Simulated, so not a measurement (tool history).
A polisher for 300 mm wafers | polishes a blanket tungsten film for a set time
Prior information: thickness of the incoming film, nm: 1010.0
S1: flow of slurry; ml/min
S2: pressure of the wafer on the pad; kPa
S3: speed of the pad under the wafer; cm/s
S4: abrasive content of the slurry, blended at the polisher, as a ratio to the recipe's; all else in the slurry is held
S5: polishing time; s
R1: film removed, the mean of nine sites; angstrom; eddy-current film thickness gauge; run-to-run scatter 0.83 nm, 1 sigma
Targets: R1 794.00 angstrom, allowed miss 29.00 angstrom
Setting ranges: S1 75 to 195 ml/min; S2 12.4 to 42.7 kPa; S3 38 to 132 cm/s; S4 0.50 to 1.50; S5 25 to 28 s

{"run": 1, "hour": 0.0, "S1": 125, "S2": 27.6, "S3": 84, "S4": 1.0, "S5": 28, "R1": 1292.9}
{"run": 2, "hour": 7.8, "S1": 125, "S2": 26.2, "S3": 84, "S4": 1.0, "S5": 28, "R1": 1226.0}
{"run": 3, "hour": 8.8, "S1": 125, "S2": 26.2, "S3": 84, "S4": 0.85, "S5": 28, "R1": 1194.1}
{"run": 4, "hour": 16.7, "S1": 125, "S2": 24.8, "S3": 84, "S4": 0.85, "S5": 28, "R1": 1151.6}
{"run": 5, "hour": 25.2, "S1": 125, "S2": 24.8, "S3": 84, "S4": 1.0, "S5": 28, "R1": 1176.4}
{"hour": 31.0, "done": "slurry blender recalibrated"}
{"run": 6, "hour": 31.0, "S1": 125, "S2": 23.4, "S3": 84, "S4": 1.0, "S5": 28, "R1": 1166.5}
{"run": 7, "hour": 34.4, "S1": 125, "S2": 22.1, "S3": 84, "S4": 1.0, "S5": 28, "R1": 1088.7}
{"run": 8, "hour": 40.4, "S1": 125, "S2": 20.7, "S3": 84, "S4": 1.0, "S5": 28, "R1": 1037.9}
{"run": 9, "hour": 48.8, "S1": 125, "S2": 20.0, "S3": 84, "S4": 1.0, "S5": 28, "R1": 1004.0}
{"run": 10, "hour": 49.6, "S1": 125, "S2": 19.3, "S3": 84, "S4": 1.0, "S5": 28, "R1": 969.11}
{"run": 11, "hour": 54.4, "S1": 125, "S2": 18.6, "S3": 84, "S4": 1.0, "S5": 28, "R1": 936.0}
{"run": 12, "hour": 56.5, "S1": 125, "S2": 17.9, "S3": 84, "S4": 1.0, "S5": 28, "R1": 898.27}

Of the 4 settings listed for the next run, only one would bring every result within its allowed miss of target. Which one?
{"run": "A", "hour": 58.6, "S1": 95, "S2": 23.4, "S3": 68, "S4": 1.05, "S5": 25, "R1": "?"}
{"run": "B", "hour": 58.6, "S1": 120, "S2": 19.3, "S3": 74, "S4": 1.2, "S5": 28, "R1": "?"}
{"run": "C", "hour": 58.6, "S1": 145, "S2": 19.3, "S3": 78, "S4": 1.1, "S5": 25, "R1": "?"}
{"run": "D", "hour": 58.6, "S1": 95, "S2": 17.9, "S3": 84, "S4": 1.1, "S5": 28, "R1": "?"}

move=A R1=781.79
move=B R1=865.21
move=C R1=829.04
move=D R1=839.16
A: every result lands within tolerance
B: gains on the last run, yet a result remains outside its allowed miss
C: gains on the last run, yet a result remains outside its allowed miss
D: gains on the last run, yet a result remains outside its allowed miss
Go with A: it meets all targets.
